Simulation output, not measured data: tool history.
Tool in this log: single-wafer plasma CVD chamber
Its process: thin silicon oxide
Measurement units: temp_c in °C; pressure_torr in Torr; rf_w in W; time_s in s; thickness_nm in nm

{"run": 1, "day": 0.0, "temp_c": 395, "pressure_torr": 0.562, "rf_w": 365, "time_s": 6.74, "thickness_nm": 9.4154}
{"run": 2, "day": 0.25, "temp_c": 395, "pressure_torr": 0.562, "rf_w": 385, "time_s": 6.74, "thickness_nm": 9.5515}
{"run": 3, "day": 0.3, "temp_c": 395, "pressure_torr": 0.601, "rf_w": 385, "time_s": 6.74, "thickness_nm": 10.286}
{"run": 4, "day": 0.379, "temp_c": 399, "pressure_torr": 0.601, "rf_w": 385, "time_s": 6.74, "thickness_nm": 10.211}
{"run": 5, "day": 0.738, "temp_c": 406, "pressure_torr": 0.601, "rf_w": 385, "time_s": 6.74, "thickness_nm": 10.121}
{"run": 6, "day": 0.775, "temp_c": 405, "pressure_torr": 0.631, "rf_w": 385, "time_s": 6.74, "thickness_nm": 10.744}
{"run": 7, "day": 0.858, "temp_c": 405, "pressure_torr": 0.65, "rf_w": 385, "time_s": 6.74, "thickness_nm": 11.01}
{"run": 8, "day": 1.067, "temp_c": 405, "pressure_torr": 0.667, "rf_w": 385, "time_s": 6.74, "thickness_nm": 11.252}
{"run": 9, "day": 1.262, "temp_c": 405, "pressure_torr": 0.681, "rf_w": 385, "time_s": 6.74, "thickness_nm": 11.512}

For run 10, what comes out?
{"run": 10, "day": 1.6, "temp_c": 405, "pressure_torr": 0.69, "rf_w": 385, "time_s": 6.74, "thickness_nm": "?"}

Run 10 came out at thickness_nm 11.76 nm.

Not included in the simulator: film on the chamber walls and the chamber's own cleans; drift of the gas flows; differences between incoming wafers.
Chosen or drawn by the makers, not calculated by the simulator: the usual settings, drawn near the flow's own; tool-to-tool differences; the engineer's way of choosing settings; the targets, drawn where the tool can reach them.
